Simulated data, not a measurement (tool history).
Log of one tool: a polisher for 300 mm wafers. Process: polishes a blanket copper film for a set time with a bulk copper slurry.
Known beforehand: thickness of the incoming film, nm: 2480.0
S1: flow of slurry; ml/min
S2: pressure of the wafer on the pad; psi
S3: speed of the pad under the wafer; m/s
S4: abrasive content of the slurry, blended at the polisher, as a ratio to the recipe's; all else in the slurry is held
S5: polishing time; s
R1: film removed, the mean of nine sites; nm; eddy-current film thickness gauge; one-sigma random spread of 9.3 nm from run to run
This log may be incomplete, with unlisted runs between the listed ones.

run 1 hour=0 | S1=200 S2=1.9 S3=1 S4=1 S5=102 | R1=499.27
run 2 hour=4.3 | S1=200 S2=1.9 S3=1 S4=1.2 S5=102 | R1=518.57
run 3 hour=7.1 | S1=200 S2=1.9 S3=0.86 S4=1.2 S5=102 | R1=449.78
run 4 hour=11.4 | S1=200 S2=1.9 S3=0.68 S4=1.2 S5=102 | R1=370.3
run 5 hour=16.1 | S1=200 S2=2.2 S3=0.7 S4=1.2 S5=102 | R1=445.57
run 6 hour=22.2 | S1=200 S2=2.4 S3=0.72 S4=1.2 S5=102 | R1=493.6
run 7 hour=30.1 | S1=200 S2=2.5 S3=0.74 S4=1.2 S5=102 | R1=523.45
run 8 hour=36.5 | S1=200 S2=2.5 S3=0.74 S4=1.2 S5=102 | R1=522.84

Expected results for the next run?
run 9 hour=44.6 | S1=205 S2=3 S3=0.82 S4=1.2 S5=102 | R1=?

Run 9 gave R1 689.74 nm.
